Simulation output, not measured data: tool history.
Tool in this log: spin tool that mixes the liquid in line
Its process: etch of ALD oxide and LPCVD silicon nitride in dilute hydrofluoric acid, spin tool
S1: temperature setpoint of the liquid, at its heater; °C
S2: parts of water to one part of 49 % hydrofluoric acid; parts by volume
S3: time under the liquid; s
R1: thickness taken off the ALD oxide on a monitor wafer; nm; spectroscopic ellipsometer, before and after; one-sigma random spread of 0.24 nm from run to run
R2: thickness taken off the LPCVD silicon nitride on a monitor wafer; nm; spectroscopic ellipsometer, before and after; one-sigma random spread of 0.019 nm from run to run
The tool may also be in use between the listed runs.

run 1 hour=0.0 | S1=24.0 S2=50 S3=90 | R1=55.580 R2=0.78400
run 2 hour=2.5 | S1=27.0 S2=50 S3=90 | R1=62.857 R2=1.00390
run 3 hour=11.1 | S1=26.5 S2=55 S3=90 | R1=56.153 R2=0.91204
run 4 hour=13.7 | S1=26.5 S2=70 S3=90 | R1=42.731 R2=0.70220
run 5 hour=16.5 | S1=26.5 S2=70 S3=55 | R1=26.095 R2=0.43529
run 6 hour=20.6 | S1=26.5 S2=60 S3=55 | R1=30.909 R2=0.51701

What does the tool deliver on the next run?
run 7 hour=27.1 | S1=26.5 S2=60 S3=55 | R1=? R2=?

For run 7 the tool returned R1 30.969 nm, R2 0.51856 nm.
